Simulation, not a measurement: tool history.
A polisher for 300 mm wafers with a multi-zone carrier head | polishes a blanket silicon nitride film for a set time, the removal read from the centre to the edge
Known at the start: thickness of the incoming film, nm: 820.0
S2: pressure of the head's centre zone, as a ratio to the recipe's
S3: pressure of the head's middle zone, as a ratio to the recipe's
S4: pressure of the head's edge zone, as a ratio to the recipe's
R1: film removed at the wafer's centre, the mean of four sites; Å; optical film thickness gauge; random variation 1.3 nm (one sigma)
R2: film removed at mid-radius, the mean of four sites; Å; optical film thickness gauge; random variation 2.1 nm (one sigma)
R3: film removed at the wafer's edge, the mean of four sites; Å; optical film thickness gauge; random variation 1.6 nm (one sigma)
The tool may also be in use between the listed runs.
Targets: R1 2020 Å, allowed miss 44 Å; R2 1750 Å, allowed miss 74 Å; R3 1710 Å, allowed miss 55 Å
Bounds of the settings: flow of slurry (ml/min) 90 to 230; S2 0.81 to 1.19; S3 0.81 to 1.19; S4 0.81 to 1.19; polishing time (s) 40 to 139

run 1 hour=0 | flow_of_slurry_(ml/min)=150 S2=1 S3=1 S4=1 polishing_time_(s)=89 | R1=1324.8 R2=1336.4 R3=1275.3
run 2 hour=3.4 | flow_of_slurry_(ml/min)=175 S2=1 S3=1 S4=1 polishing_time_(s)=89 | R1=1351.8 R2=1349.5 R3=1311.1
run 3 hour=10.7 | flow_of_slurry_(ml/min)=175 S2=1 S3=0.95 S4=1 polishing_time_(s)=89 | R1=1358.2 R2=1279.4 R3=1281.7
run 4 hour=12.4 | flow_of_slurry_(ml/min)=175 S2=1 S3=0.9 S4=1 polishing_time_(s)=89 | R1=1372.2 R2=1208.9 R3=1281.3
run 5 hour=14.9 | flow_of_slurry_(ml/min)=175 S2=1 S3=0.9 S4=0.93 polishing_time_(s)=89 | R1=1360.8 R2=1226.8 R3=1242.8
run 6 hour=23.5 | flow_of_slurry_(ml/min)=180 S2=1.03 S3=0.93 S4=0.96 polishing_time_(s)=92 | R1=1448 R2=1341.7 R3=1319.2
run 7 hour=28.3 | flow_of_slurry_(ml/min)=185 S2=1.05 S3=0.93 S4=0.98 polishing_time_(s)=94 | R1=1531.6 R2=1345.5 R3=1388.5
run 8 hour=35.6 | flow_of_slurry_(ml/min)=190 S2=1.07 S3=0.95 S4=0.98 polishing_time_(s)=96 | R1=1604.6 R2=1415.9 R3=1390.6
run 9 hour=44.4 | flow_of_slurry_(ml/min)=190 S2=1.08 S3=0.97 S4=1 polishing_time_(s)=98 | R1=1633.2 R2=1480.5 R3=1444.4
run 10 hour=51.8 | flow_of_slurry_(ml/min)=195 S2=1.1 S3=0.98 S4=1.01 polishing_time_(s)=100 | R1=1705.3 R2=1559.6 R3=1507.3
run 11 hour=52.4 | flow_of_slurry_(ml/min)=225 S2=1.19 S3=0.98 S4=1.07 polishing_time_(s)=106 | R1=1985.6 R2=1644.2 R3=1647.5
run 12 hour=61.3 | flow_of_slurry_(ml/min)=225 S2=1.19 S3=0.99 S4=1.07 polishing_time_(s)=106 | R1=1998.7 R2=1638.5 R3=1635
run 13 hour=62.8 | flow_of_slurry_(ml/min)=225 S2=1.19 S3=1 S4=1.08 polishing_time_(s)=106 | R1=2011.9 R2=1662.9 R3=1650.6

Which of these 4 next moves meets every target?
run A hour=64.3 | flow_of_slurry_(ml/min)=205 S2=1.18 S3=0.97 S4=1.11 polishing_time_(s)=103 | R1=? R2=? R3=?
run B hour=64.3 | flow_of_slurry_(ml/min)=230 S2=1.13 S3=0.94 S4=0.97 polishing_time_(s)=106 | R1=? R2=? R3=?
run C hour=64.3 | flow_of_slurry_(ml/min)=185 S2=1.13 S3=1.03 S4=1.09 polishing_time_(s)=111 | R1=? R2=? R3=?
run D hour=64.3 | flow_of_slurry_(ml/min)=190 S2=1.16 S3=1.01 S4=1.07 polishing_time_(s)=112 | R1=? R2=? R3=?

move=A R1=1907.3 R2=1582.6 R3=1602.9
move=B R1=1908.7 R2=1609.7 R3=1560.7
move=C R1=1938.8 R2=1770.4 R3=1693.1
move=D R1=2016.5 R2=1763.1 R3=1697.5
A: further off than the last run
B: further off than the last run
C: brings the result that was furthest off to its target, and leaves another outside
D: meets every target
Move D is the one to make.
